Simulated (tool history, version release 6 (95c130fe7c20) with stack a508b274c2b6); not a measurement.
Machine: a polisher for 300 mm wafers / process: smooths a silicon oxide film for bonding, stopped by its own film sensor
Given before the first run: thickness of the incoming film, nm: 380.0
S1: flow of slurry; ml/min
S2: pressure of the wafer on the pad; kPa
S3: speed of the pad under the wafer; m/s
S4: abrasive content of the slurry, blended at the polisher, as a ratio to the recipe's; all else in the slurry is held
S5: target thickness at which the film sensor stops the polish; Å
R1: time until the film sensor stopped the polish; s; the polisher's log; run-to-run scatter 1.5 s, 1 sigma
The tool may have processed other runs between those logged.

run 1 day=0.000 | S1=220 S2=18.6 S3=0.94 S4=1.0 S5=3280 | R1=46.560
run 2 day=0.358 | S1=220 S2=18.6 S3=0.94 S4=1.0 S5=3280 | R1=47.437
run 3 day=0.617 | S1=175 S2=18.6 S3=0.94 S4=1.0 S5=3280 | R1=50.072
run 4 day=0.725 | S1=175 S2=15.9 S3=0.94 S4=1.0 S5=3280 | R1=54.333
run 5 day=0.971 | S1=175 S2=15.2 S3=0.90 S4=1.0 S5=3280 | R1=59.178
run 6 day=1.150 | S1=175 S2=14.5 S3=0.86 S4=1.0 S5=3280 | R1=63.424
run 7 day=1.396 | S1=175 S2=13.8 S3=0.84 S4=1.0 S5=3280 | R1=66.160

Run 8 comes next. What will it give?
run 8 day=1.433 | S1=175 S2=13.1 S3=0.82 S4=1.0 S5=3280 | R1=?

Run 8 yielded R1 70.359 s.
